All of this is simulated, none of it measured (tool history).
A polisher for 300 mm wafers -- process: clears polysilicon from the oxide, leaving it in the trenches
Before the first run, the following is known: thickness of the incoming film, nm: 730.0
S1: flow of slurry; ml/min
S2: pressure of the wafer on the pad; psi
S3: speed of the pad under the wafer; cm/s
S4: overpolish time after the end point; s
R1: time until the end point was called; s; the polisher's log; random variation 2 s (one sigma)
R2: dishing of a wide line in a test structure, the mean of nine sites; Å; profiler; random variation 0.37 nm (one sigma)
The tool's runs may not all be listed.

run,hour,S1,S2,S3,S4,R1,R2
1,0,150,2.2,126,14,48.543,532.53
2,8.2,150,2.2,126,17,49.002,559.86
3,12.9,130,2.2,126,17,49.513,554.48
4,16.4,130,2.2,98,17,63.412,534.76
5,17.3,125,2.1,90,15,71.752,511.88
6,18.4,95,2.1,90,15,76.825,500.76
7,21,95,2,88,13,80.691,472.61
8,28.4,95,1.8,90,11,88.127,424.64
9,36.1,95,1.7,92,10,90.285,399.74
10,37.7,95,1.6,92,10,95.686,389.23

The next listed run, before its measurement:
11,40.7,95,1.6,92,10,?,?

{"run 11": {"R1": 95.313, "R2": 389.52}}
